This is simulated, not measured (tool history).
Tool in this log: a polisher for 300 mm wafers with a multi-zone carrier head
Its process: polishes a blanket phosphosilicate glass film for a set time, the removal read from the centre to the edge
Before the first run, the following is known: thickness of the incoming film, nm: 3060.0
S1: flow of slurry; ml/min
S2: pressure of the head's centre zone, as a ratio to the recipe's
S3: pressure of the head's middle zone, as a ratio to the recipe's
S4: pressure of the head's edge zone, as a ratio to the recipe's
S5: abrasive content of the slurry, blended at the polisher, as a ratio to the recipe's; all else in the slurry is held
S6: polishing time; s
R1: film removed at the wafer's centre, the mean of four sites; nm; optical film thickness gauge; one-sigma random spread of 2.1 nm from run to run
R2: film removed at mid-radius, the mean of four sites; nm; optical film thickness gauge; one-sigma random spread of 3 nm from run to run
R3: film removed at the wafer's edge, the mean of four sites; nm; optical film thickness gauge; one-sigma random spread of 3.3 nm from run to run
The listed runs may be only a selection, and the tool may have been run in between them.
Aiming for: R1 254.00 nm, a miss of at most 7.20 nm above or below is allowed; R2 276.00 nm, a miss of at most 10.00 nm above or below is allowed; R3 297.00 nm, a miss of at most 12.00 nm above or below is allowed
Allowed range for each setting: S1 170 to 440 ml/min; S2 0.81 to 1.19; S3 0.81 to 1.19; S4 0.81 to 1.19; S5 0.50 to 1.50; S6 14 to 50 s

run,hour,S1,S2,S3,S4,S5,S6,R1,R2,R3
1,0.0,280,1.00,1.00,1.00,1.00,32,287.54,274.87,280.78
2,8.2,275,0.99,1.00,1.01,1.00,32,280.39,265.78,284.84
3,15.3,270,0.98,1.01,1.01,1.00,32,279.01,275.90,278.12
4,17.6,270,0.98,1.01,1.01,1.00,36,311.50,304.12,307.31
5,19.9,265,0.96,1.00,1.01,1.00,36,305.79,304.85,316.37
6,21.4,265,0.90,1.00,1.01,1.00,36,287.46,308.60,308.28
7,29.5,260,0.89,0.99,1.01,1.00,36,283.66,304.19,314.06
8,34.1,255,0.88,0.98,1.01,1.00,36,280.15,301.47,311.64

Which of these 4 next moves meets every target?
A,38.7,245,0.81,0.94,1.10,1.15,36,?,?,?
B,38.7,320,0.85,0.96,1.09,1.10,32,?,?,?
C,38.7,295,0.84,0.88,1.10,1.05,35,?,?,?
D,38.7,220,0.83,0.81,1.09,1.15,35,?,?,?

move,R1,R2,R3
A,272.62,307.43,341.56
B,258.12,281.19,303.72
C,270.46,277.73,324.50
D,266.79,260.26,327.80
A: no better and no worse than the last run
B: every result within its allowed miss
C: better than the last run, though not everything is in spec
D: better than the last run, though not everything is in spec
Move B is the one to make.
